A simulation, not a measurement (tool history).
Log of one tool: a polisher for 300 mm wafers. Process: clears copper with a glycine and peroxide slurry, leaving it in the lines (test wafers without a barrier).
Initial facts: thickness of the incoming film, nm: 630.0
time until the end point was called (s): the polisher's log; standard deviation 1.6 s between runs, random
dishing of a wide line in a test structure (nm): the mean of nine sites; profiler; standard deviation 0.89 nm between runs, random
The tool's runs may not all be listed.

run,hour,flow of slurry (ml/min),pressure of the wafer on the pad (psi),speed of the pad under the wafer (m/s),overpolish time after the end point (s),time until the end point was called (s),dishing of a wide line in a test structure (nm)
1,0,120,1.8,1.12,10,150.86,29.586
2,2.2,120,1.9,1.12,11,142.87,33.107
3,9.2,120,1.5,1.12,11,169.05,29.868
4,17.1,120,1.2,1.12,11,189.66,27.13
5,21.5,95,1.2,1.12,11,207.84,24.635
6,26.7,100,1.3,1.12,12,198.27,28.469
7,32.6,105,1.4,1.12,12,179.27,29.52

What does the tool deliver on the next run?
# hour 33.3: slurry nozzle cleaned
8,33.3,110,1.4,1.12,13,?,?

Run 8 came out at time until the end point was called (s) 151.84, dishing of a wide line in a test structure (nm) 36.567.
